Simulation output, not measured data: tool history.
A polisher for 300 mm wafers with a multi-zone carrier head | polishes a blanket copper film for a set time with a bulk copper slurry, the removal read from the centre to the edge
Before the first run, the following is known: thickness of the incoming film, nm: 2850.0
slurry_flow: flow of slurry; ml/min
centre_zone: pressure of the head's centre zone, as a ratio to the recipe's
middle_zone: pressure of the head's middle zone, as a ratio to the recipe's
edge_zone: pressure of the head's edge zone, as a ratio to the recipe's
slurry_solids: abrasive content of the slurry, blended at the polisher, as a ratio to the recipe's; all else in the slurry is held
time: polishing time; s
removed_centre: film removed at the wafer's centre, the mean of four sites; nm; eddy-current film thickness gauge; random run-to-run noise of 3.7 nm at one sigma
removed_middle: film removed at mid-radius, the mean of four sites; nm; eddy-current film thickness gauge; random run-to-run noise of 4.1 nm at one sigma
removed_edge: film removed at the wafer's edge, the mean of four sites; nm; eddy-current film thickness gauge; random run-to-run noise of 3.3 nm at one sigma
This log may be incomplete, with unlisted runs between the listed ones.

run  hour  slurry_flow  centre_zone  middle_zone  edge_zone  slurry_solids  time  removed_centre  removed_middle  removed_edge
  1   0.0          290         1.00         1.00       1.00           1.00    51          411.46          406.05        400.73
  2   5.0          300         0.99         1.04       1.04           1.10    51          420.10          430.49        412.05
  3   5.6          300         0.99         1.04       1.04           1.10    45          370.26          384.20        367.73
  4  12.0          300         0.99         1.04       0.96           1.10    45          378.11          379.51        357.02
     15.2  -- edge zone pressure recalibrated
  5  15.2          300         0.99         1.04       0.96           1.25    45          388.46          394.07        381.32
  6  17.7          300         0.99         1.04       0.96           1.25    56          477.55          494.26        471.20
  7  26.5          310         0.98         1.06       0.98           1.30    56          476.74          503.41        480.25

Estimate the outcome of run 8 from the log above:
  8  32.1          315         0.97         1.08       1.00           1.35    56               ?               ?             ?

For run 8 the tool returned removed_centre 484.87 nm, removed_middle 517.01 nm, removed_edge 498.80 nm.

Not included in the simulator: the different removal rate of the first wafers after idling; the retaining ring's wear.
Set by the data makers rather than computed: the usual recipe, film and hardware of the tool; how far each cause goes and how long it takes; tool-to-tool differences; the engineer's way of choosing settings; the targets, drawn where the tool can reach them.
